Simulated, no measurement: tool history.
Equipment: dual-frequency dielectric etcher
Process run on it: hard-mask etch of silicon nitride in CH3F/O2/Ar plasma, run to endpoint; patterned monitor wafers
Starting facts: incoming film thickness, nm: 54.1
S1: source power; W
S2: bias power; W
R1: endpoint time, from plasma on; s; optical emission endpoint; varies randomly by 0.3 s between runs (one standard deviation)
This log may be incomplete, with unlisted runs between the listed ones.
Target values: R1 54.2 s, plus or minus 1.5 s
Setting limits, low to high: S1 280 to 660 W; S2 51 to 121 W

| run | hour | S1 | S2 | R1 |
|---|---|---|---|---|
| 1 | 0 | 470 | 86 | 65.524 |
| 2 | 6.4 | 500 | 89 | 63.281 |
| 3 | 9.9 | 530 | 92 | 61.756 |
| 4 | 14.7 | 550 | 96 | 59.908 |
| 5 | 15.3 | 570 | 99 | 58.809 |
| 6 | 23.3 | 590 | 101 | 57.082 |
| 7 | 29 | 600 | 102 | 57.23 |
| 8 | 36.8 | 610 | 104 | 55.992 |
| 9 | 38.3 | 620 | 105 | 55.469 |

Which single option among these 5 for the next run brings every result within its allowed miss of target? Just one does.
| A | 39.8 | 590 | 101 | ? |
| B | 39.8 | 580 | 103 | ? |
| C | 39.8 | 590 | 121 | ? |
| D | 39.8 | 650 | 80 | ? |
| E | 39.8 | 570 | 108 | ? |

| move | R1 |
|---|---|
| A | 57.986 |
| B | 58.061 |
| C | 54.933 |
| D | 59.447 |
| E | 57.663 |
A: further off than the last run
B: further off than the last run
C: every result lands within tolerance
D: further off than the last run
E: further off than the last run
Go with C: it meets all targets.
